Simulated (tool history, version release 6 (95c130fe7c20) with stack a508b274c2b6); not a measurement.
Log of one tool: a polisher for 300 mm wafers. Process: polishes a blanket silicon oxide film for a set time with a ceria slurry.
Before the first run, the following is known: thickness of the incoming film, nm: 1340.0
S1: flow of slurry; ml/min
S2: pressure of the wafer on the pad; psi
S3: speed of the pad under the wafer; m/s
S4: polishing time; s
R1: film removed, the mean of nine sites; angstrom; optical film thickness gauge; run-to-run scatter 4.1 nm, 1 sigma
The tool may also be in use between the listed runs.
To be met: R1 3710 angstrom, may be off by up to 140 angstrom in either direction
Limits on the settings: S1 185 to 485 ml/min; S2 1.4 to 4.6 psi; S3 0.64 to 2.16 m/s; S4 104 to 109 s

{"run": 1, "hour": 0.0, "S1": 310, "S2": 3, "S3": 1.4, "S4": 104, "R1": 5732.3}
{"run": 2, "hour": 2.7, "S1": 310, "S2": 2.6, "S3": 1.38, "S4": 104, "R1": 4995.1}
{"run": 3, "hour": 9.7, "S1": 310, "S2": 2.6, "S3": 1.26, "S4": 104, "R1": 4640.4}
{"run": 4, "hour": 13.3, "S1": 310, "S2": 2.4, "S3": 1.26, "S4": 104, "R1": 4407.4}
{"run": 5, "hour": 18.2, "S1": 310, "S2": 2.2, "S3": 1.26, "S4": 104, "R1": 4206.1}
{"run": 6, "hour": 27.1, "S1": 345, "S2": 2.2, "S3": 1.26, "S4": 104, "R1": 4127}
{"run": 7, "hour": 33.5, "S1": 345, "S2": 2.1, "S3": 1.26, "S4": 104, "R1": 4172.8}
{"run": 8, "hour": 39.5, "S1": 335, "S2": 2, "S3": 1.26, "S4": 104, "R1": 4080.1}
{"run": 9, "hour": 40.8, "S1": 335, "S2": 1.9, "S3": 1.26, "S4": 104, "R1": 3995.6}

Exactly one of the 4 candidate moves below puts every result within its allowed miss. Which one?
{"run": "A", "hour": 42.1, "S1": 305, "S2": 2.2, "S3": 1.26, "S4": 104, "R1": "?"}
{"run": "B", "hour": 42.1, "S1": 385, "S2": 1.7, "S3": 1.18, "S4": 109, "R1": "?"}
{"run": "C", "hour": 42.1, "S1": 200, "S2": 2, "S3": 1.36, "S4": 106, "R1": "?"}
{"run": "D", "hour": 42.1, "S1": 415, "S2": 1.9, "S3": 1.36, "S4": 104, "R1": "?"}

move=A R1=4233.9
move=B R1=3703
move=C R1=4176.4
move=D R1=4315.6
A: lands further from the targets than the last run did
B: all results in spec
C: lands further from the targets than the last run did
D: lands further from the targets than the last run did
Go with B: it meets all targets.
